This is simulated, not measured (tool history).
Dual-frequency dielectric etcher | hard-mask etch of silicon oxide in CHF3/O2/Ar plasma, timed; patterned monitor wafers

run,hour,source power (W),bias power (W),etch time (s),mean etch depth across the wafer (angstrom)
1,0,620,231,28,601.27
2,7,630,232,28,606.39
3,11.2,640,233,28,607.8
4,16.1,650,235,28,607.17
5,25.1,660,239,28,619.08
6,29.7,670,241,28,618.86
7,34.7,680,244,28,624.94
8,35.7,690,246,28,632.18
9,36.4,700,247,28,631.99

The next listed run, before its measurement:
10,37.3,710,249,28,?

{"run 10": {"mean etch depth across the wafer (angstrom)": 638.71}}
